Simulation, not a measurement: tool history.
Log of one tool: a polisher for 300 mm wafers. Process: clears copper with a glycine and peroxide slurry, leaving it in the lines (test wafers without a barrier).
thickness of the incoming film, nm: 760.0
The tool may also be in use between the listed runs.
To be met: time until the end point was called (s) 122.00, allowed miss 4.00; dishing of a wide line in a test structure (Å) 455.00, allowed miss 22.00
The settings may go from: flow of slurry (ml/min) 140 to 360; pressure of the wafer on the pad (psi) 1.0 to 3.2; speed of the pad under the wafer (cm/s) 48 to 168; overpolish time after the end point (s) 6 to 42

run,day,flow of slurry (ml/min),pressure of the wafer on the pad (psi),speed of the pad under the wafer (cm/s),overpolish time after the end point (s),time until the end point was called (s),dishing of a wide line in a test structure (Å)
1,0.000,230,2.1,108,21,150.09,584.80
2,0.062,200,2.1,108,21,150.48,574.90
3,0.279,200,2.1,108,17,150.79,501.48
4,0.567,200,2.1,92,17,172.20,467.98
5,0.917,200,2.3,92,15,161.50,441.33
6,1.188,200,2.5,92,15,150.68,477.17
7,1.496,225,3.0,100,6,118.57,276.98
8,1.721,215,3.0,100,8,123.30,341.37
9,1.825,215,3.0,100,8,121.96,343.36
10,1.867,200,3.0,100,8,123.08,338.60
11,1.925,190,3.0,100,9,124.94,366.88
12,2.062,180,3.0,100,10,124.86,389.93
13,2.342,175,3.0,100,10,124.01,395.67
14,2.683,170,3.0,100,10,125.58,394.43
15,2.867,165,3.0,100,10,126.89,390.96
16,2.954,160,3.0,100,11,127.58,419.82
17,3.292,160,3.0,100,11,128.59,431.20

Which of these 5 next moves meets every target?
A,3.629,175,3.2,84,14,?,?
B,3.629,160,3.1,90,12,?,?
C,3.629,140,2.4,118,11,?,?
D,3.629,165,2.9,108,10,?,?
E,3.629,140,2.6,124,12,?,?

move,time until the end point was called (s),dishing of a wide line in a test structure (Å)
A,139.98,491.85
B,137.54,443.95
C,137.24,410.96
D,123.92,415.71
E,123.75,471.86
A: further off than the last run
B: further off than the last run
C: further off than the last run
D: brings the result that was furthest off to its target, and leaves another outside
E: meets every target
Move E is the one to make.
